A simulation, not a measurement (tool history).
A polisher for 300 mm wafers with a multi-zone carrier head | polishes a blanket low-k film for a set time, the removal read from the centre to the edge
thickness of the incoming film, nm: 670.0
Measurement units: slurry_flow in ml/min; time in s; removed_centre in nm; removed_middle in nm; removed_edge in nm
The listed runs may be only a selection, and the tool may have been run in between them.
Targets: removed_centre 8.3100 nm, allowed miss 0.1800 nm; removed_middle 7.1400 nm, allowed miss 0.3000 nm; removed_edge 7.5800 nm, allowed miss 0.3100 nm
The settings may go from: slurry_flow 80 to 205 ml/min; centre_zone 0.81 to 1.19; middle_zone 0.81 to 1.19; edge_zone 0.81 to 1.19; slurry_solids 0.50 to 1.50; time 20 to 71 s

| run | hour | slurry_flow | centre_zone | middle_zone | edge_zone | slurry_solids | time | removed_centre | removed_middle | removed_edge |
|---|---|---|---|---|---|---|---|---|---|---|
| 1 | 0.0 | 135 | 1.00 | 1.00 | 1.00 | 1.00 | 45 | 12.1780 | 12.4380 | 12.2280 |
| 2 | 6.3 | 130 | 1.01 | 0.96 | 0.96 | 0.85 | 43 | 10.8890 | 10.3290 | 10.5580 |
| 3 | 14.5 | 145 | 1.01 | 0.96 | 0.96 | 0.85 | 43 | 11.0200 | 10.7640 | 10.8600 |
| 4 | 15.0 | 145 | 1.01 | 1.01 | 0.96 | 0.85 | 43 | 11.2040 | 11.4400 | 10.4620 |
| 5 | 21.3 | 135 | 1.01 | 0.98 | 0.93 | 0.75 | 42 | 9.9598 | 9.6385 | 9.6946 |
| 6 | 25.5 | 130 | 1.02 | 0.98 | 0.90 | 0.70 | 42 | 9.5911 | 9.3284 | 8.9488 |
| 7 | 29.9 | 120 | 1.03 | 0.96 | 0.88 | 0.65 | 42 | 9.0044 | 8.4558 | 8.3878 |
| 8 | 31.8 | 85 | 1.07 | 0.90 | 0.81 | 0.65 | 42 | 8.5961 | 7.4704 | 7.6861 |
| 9 | 39.1 | 85 | 1.07 | 0.89 | 0.81 | 0.65 | 42 | 8.6101 | 7.5715 | 7.7566 |
| 10 | 40.5 | 85 | 1.07 | 0.88 | 0.81 | 0.65 | 42 | 8.5687 | 7.5099 | 7.7335 |
| 11 | 45.0 | 85 | 1.07 | 0.87 | 0.81 | 0.65 | 42 | 8.6055 | 7.2679 | 7.8077 |
| 12 | 48.7 | 85 | 1.07 | 0.88 | 0.81 | 0.65 | 42 | 8.5088 | 7.2479 | 7.7644 |

Next run, 5 choices. One meets every target within its allowed miss, the rest don't. Which?
| A | 52.4 | 80 | 1.15 | 0.81 | 0.83 | 0.75 | 38 | ? | ? | ? |
| B | 52.4 | 85 | 1.19 | 0.87 | 0.94 | 0.60 | 41 | ? | ? | ? |
| C | 52.4 | 90 | 1.10 | 0.90 | 0.91 | 0.70 | 37 | ? | ? | ? |
| D | 52.4 | 95 | 1.01 | 0.91 | 0.83 | 0.60 | 44 | ? | ? | ? |
| E | 52.4 | 110 | 1.10 | 0.85 | 0.87 | 0.65 | 39 | ? | ? | ? |

| move | removed_centre | removed_middle | removed_edge |
|---|---|---|---|
| A | 8.9151 | 6.6069 | 7.4046 |
| B | 8.9227 | 6.7513 | 7.4689 |
| C | 8.2887 | 6.9673 | 7.3490 |
| D | 8.3917 | 7.7461 | 7.7552 |
| E | 8.8424 | 7.0431 | 7.5325 |
A: further off than the last run
B: further off than the last run
C: in spec on every target
D: gets the furthest-off result to its target, but another result is out of tolerance
E: further off than the last run
Move C is the one to make.
